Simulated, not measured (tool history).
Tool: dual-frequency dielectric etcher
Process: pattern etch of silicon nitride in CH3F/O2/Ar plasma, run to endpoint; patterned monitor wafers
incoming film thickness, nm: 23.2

Run 1, hour 0.0: source power (W) 290, bias power (W) 83. Result: endpoint time (s) 38.482.
Run 2, hour 2.0: source power (W) 290, bias power (W) 88. Result: endpoint time (s) 37.504.
Run 3, hour 7.9: source power (W) 330, bias power (W) 88. Result: endpoint time (s) 35.872.
Run 4, hour 16.2: source power (W) 300, bias power (W) 82. Result: endpoint time (s) 37.872.
Run 5, hour 24.8: source power (W) 300, bias power (W) 89. Result: endpoint time (s) 36.922.
Run 6, hour 25.6: source power (W) 270, bias power (W) 84. Result: endpoint time (s) 39.533.

Forecast run 7:
Run 7, hour 30.7: source power (W) 250, bias power (W) 82. Result: endpoint time (s) ?.

{"run 7": {"endpoint time (s)": 40.827}}

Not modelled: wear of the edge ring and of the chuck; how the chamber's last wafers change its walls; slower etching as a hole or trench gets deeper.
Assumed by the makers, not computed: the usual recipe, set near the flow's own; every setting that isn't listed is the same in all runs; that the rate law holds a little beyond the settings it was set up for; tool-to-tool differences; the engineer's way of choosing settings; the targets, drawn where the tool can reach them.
